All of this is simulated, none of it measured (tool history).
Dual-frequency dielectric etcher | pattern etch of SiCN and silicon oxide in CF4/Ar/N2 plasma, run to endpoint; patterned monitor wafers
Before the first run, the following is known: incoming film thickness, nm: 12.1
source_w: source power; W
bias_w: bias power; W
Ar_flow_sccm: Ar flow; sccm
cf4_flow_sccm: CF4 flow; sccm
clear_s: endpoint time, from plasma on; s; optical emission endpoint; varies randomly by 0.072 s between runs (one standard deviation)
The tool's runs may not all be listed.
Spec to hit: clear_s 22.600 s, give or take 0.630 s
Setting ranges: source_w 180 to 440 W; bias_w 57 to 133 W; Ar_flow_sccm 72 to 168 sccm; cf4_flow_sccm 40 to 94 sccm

run  hour  source_w  bias_w  Ar_flow_sccm  cf4_flow_sccm  clear_s
  1   0.0       310      95           120             67   18.205
  2   6.7       350      95           120             67   16.247
  3   7.3       330      94           120             67   17.189
  4   9.3       310      93           120             67   18.264
  5  13.1       310      93           108             67   17.951
     20.0  -- Ar flow controller replaced
  6  20.0       300      92           108             67   18.585
  7  21.1       300      92           108             67   18.573
  8  27.7       290      92           108             67   19.053

Consider the 4 candidate settings below. Which is the only one whose results all fall within their allowed miss of target?
  A  34.3       270      80            97             64        ?
  B  34.3       270      81           101             67        ?
  C  34.3       280      85           128             62        ?
  D  34.3       280      69            99             59        ?

move  clear_s
   A   21.389
   B   21.181
   C   20.963
   D   22.447
A: closer than the last run, but not yet in spec
B: closer than the last run, but not yet in spec
C: closer than the last run, but not yet in spec
D: every result within its allowed miss
So the answer is move D, the one that meets all the targets.

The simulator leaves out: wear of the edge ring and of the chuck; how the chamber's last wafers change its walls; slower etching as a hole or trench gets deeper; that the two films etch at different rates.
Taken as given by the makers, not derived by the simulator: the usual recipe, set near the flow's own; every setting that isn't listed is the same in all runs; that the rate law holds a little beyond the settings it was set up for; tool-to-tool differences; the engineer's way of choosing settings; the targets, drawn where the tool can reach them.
